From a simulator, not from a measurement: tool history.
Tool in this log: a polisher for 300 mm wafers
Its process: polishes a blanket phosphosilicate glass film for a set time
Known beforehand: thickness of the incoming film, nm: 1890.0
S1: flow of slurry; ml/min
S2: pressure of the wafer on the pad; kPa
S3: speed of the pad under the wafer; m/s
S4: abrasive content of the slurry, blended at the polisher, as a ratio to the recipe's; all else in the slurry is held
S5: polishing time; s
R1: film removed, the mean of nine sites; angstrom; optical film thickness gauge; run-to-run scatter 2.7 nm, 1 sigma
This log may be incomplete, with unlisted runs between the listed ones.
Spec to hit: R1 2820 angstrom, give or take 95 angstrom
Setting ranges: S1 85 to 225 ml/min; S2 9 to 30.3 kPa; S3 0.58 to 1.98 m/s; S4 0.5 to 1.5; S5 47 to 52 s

run  hour   S1    S2    S3   S4  S5      R1
  1     0  145  19.3  1.28    1  52  4079.4
  2   5.9  145  19.3  1.28  0.8  52  3617.4
  3  10.1  140  18.6  1.28  0.8  52  3455.1
  4  17.9  140  18.6  1.28  0.9  52  3710.5
  5  19.6  140  18.6  1.04  0.9  52    3158
       21  -- slurry nozzle cleaned
  6    21  135  17.9  1.04  0.9  52  3243.3
  7  24.7  135  17.2  1.04  0.9  52  3136.7
  8  29.4  135  16.5  1.04  0.9  52  3058.4
  9  37.7  135  15.9  1.04  0.9  52  2947.8
 10  40.7  135  15.2  1.04  0.9  52  2950.9

4 candidate next runs follow, results not yet known. Just one meets every target within its allowed miss. Identify it.
  A  43.7  100  13.8  1.28  0.95  50   ?
  B  43.7  125  13.1  1.22   0.9  52   ?
  C  43.7  115  18.6  0.94     1  47   ?
  D  43.7  130  14.5  1.12  0.95  51   ?

move      R1
   A  3037.9
   B  3015.8
   C  2842.1
   D  3037.5
A: further off than the last run
B: further off than the last run
C: each result inside its tolerance
D: further off than the last run
Go with C: it meets all targets.

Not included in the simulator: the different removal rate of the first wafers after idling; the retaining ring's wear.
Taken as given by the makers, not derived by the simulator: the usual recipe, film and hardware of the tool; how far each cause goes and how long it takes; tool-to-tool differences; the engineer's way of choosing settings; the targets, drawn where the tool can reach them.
